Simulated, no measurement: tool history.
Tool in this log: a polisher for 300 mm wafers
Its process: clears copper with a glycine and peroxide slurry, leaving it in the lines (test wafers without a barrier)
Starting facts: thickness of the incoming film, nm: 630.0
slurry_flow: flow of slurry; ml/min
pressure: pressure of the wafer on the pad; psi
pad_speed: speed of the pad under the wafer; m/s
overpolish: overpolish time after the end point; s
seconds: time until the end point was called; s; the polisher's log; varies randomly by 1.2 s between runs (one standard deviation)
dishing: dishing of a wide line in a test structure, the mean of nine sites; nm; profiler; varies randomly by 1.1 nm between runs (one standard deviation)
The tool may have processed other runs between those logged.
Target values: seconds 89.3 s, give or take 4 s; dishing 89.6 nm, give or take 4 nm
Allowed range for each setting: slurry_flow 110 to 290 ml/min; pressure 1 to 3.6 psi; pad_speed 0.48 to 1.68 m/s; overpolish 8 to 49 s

{"run": 1, "hour": 0.0, "slurry_flow": 185, "pressure": 2.3, "pad_speed": 1.08, "overpolish": 25, "seconds": 117.97, "dishing": 69.675}
{"run": 2, "hour": 5.9, "slurry_flow": 185, "pressure": 2.3, "pad_speed": 0.82, "overpolish": 25, "seconds": 148.64, "dishing": 63.17}
{"run": 3, "hour": 10.1, "slurry_flow": 150, "pressure": 2.3, "pad_speed": 0.82, "overpolish": 25, "seconds": 149.42, "dishing": 61.809}
{"run": 4, "hour": 11.3, "slurry_flow": 150, "pressure": 2.5, "pad_speed": 0.84, "overpolish": 25, "seconds": 140.01, "dishing": 63.225}
{"run": 5, "hour": 15.0, "slurry_flow": 190, "pressure": 2.5, "pad_speed": 0.84, "overpolish": 25, "seconds": 137.04, "dishing": 66.49}
{"run": 6, "hour": 17.2, "slurry_flow": 190, "pressure": 2.5, "pad_speed": 0.84, "overpolish": 21, "seconds": 134.08, "dishing": 59.756}
{"run": 7, "hour": 19.8, "slurry_flow": 190, "pressure": 2.6, "pad_speed": 0.86, "overpolish": 22, "seconds": 133.37, "dishing": 60.512}
{"run": 8, "hour": 24.5, "slurry_flow": 190, "pressure": 2.7, "pad_speed": 0.9, "overpolish": 23, "seconds": 123.3, "dishing": 64.574}
{"run": 9, "hour": 32.6, "slurry_flow": 190, "pressure": 2.8, "pad_speed": 0.92, "overpolish": 24, "seconds": 116.34, "dishing": 68.719}

Below are 4 possible settings for the next run. Only one of them brings all results inside the allowed miss of their targets. Which is it?
{"run": "A", "hour": 40.7, "slurry_flow": 200, "pressure": 3, "pad_speed": 1.06, "overpolish": 36, "seconds": "?", "dishing": "?"}
{"run": "B", "hour": 40.7, "slurry_flow": 230, "pressure": 3.3, "pad_speed": 1.12, "overpolish": 27, "seconds": "?", "dishing": "?"}
{"run": "C", "hour": 40.7, "slurry_flow": 225, "pressure": 3.6, "pad_speed": 0.94, "overpolish": 29, "seconds": "?", "dishing": "?"}
{"run": "D", "hour": 40.7, "slurry_flow": 205, "pressure": 3.4, "pad_speed": 1.12, "overpolish": 34, "seconds": "?", "dishing": "?"}

move=A seconds=102.4 dishing=86.748
move=B seconds=90.631 dishing=81.56
move=C seconds=99.799 dishing=82.076
move=D seconds=90.332 dishing=89.039
A: moves toward the targets from the last run without getting all of them in spec
B: brings the result that was furthest off to its target, and leaves another outside
C: moves toward the targets from the last run without getting all of them in spec
D: hits every target within its allowed miss
Correct choice: D, which meets every target
